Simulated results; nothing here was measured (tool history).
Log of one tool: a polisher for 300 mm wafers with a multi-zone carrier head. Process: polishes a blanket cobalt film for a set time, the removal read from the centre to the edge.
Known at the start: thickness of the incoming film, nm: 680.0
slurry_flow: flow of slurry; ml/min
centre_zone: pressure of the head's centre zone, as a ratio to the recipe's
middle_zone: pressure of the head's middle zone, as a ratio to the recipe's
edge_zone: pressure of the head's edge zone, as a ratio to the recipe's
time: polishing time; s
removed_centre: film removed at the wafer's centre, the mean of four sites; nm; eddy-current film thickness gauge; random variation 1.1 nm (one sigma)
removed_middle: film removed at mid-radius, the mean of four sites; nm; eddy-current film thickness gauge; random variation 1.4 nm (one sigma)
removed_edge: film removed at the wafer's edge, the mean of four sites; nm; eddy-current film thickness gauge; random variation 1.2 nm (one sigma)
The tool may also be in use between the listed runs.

run 1 hour=0 | slurry_flow=255 centre_zone=1 middle_zone=1 edge_zone=1 time=36 | removed_centre=153.57 removed_middle=155.84 removed_edge=156.31
run 2 hour=8.1 | slurry_flow=245 centre_zone=0.98 middle_zone=0.94 edge_zone=0.99 time=33 | removed_centre=137.48 removed_middle=131.79 removed_edge=139.2
run 3 hour=9.5 | slurry_flow=235 centre_zone=0.94 middle_zone=0.9 edge_zone=0.98 time=32 | removed_centre=127.7 removed_middle=125.22 removed_edge=135.19
run 4 hour=11.3 | slurry_flow=235 centre_zone=0.94 middle_zone=0.9 edge_zone=0.93 time=32 | removed_centre=128.71 removed_middle=126.29 removed_edge=132.43
run 5 hour=17.4 | slurry_flow=235 centre_zone=0.94 middle_zone=0.9 edge_zone=0.93 time=37 | removed_centre=147.47 removed_middle=143.17 removed_edge=151.05
run 6 hour=24.2 | slurry_flow=235 centre_zone=0.94 middle_zone=0.9 edge_zone=0.99 time=37 | removed_centre=146.06 removed_middle=144.33 removed_edge=154.52

The next listed run, before its measurement:
run 7 hour=26.1 | slurry_flow=230 centre_zone=0.93 middle_zone=0.87 edge_zone=0.99 time=34 | removed_centre=? removed_middle=? removed_edge=?

{"run 7": {"removed_centre": 132.6, "removed_middle": 128.77, "removed_edge": 145.67}}

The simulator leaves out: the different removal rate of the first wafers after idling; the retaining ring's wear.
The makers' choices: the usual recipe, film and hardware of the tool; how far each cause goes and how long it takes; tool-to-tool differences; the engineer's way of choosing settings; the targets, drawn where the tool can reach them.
